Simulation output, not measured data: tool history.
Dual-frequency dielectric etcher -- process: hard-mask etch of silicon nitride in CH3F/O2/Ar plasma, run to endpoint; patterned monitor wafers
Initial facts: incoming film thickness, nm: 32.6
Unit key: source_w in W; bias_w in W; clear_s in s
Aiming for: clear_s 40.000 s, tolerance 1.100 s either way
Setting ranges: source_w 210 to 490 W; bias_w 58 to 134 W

| run | hour | source_w | bias_w | clear_s |
|---|---|---|---|---|
| 1 | 0.0 | 350 | 96 | 48.443 |
| 2 | 4.0 | 360 | 98 | 47.458 |
| 3 | 12.6 | 370 | 99 | 46.572 |
| 4 | 18.6 | 380 | 100 | 46.221 |
| 5 | 23.1 | 390 | 102 | 45.233 |
| 6 | 31.6 | 420 | 102 | 43.509 |
| 7 | 33.9 | 430 | 102 | 43.419 |
| 8 | 36.1 | 440 | 103 | 42.553 |
| 9 | 42.7 | 460 | 106 | 41.195 |

5 next moves are on the table. One of them brings every result within its allowed miss. Which?
| A | 49.3 | 490 | 133 | ? |
| B | 49.3 | 490 | 130 | ? |
| C | 49.3 | 490 | 128 | ? |
| D | 49.3 | 490 | 127 | ? |
| E | 49.3 | 480 | 108 | ? |

| move | clear_s |
|---|---|
| A | 37.187 |
| B | 37.510 |
| C | 37.730 |
| D | 37.841 |
| E | 40.537 |
A: takes the biggest miss from the last run beyond its target
B: takes the biggest miss from the last run beyond its target
C: takes the biggest miss from the last run beyond its target
D: takes the biggest miss from the last run beyond its target
E: in spec on every target
E is the move that brings every result within its allowed miss.
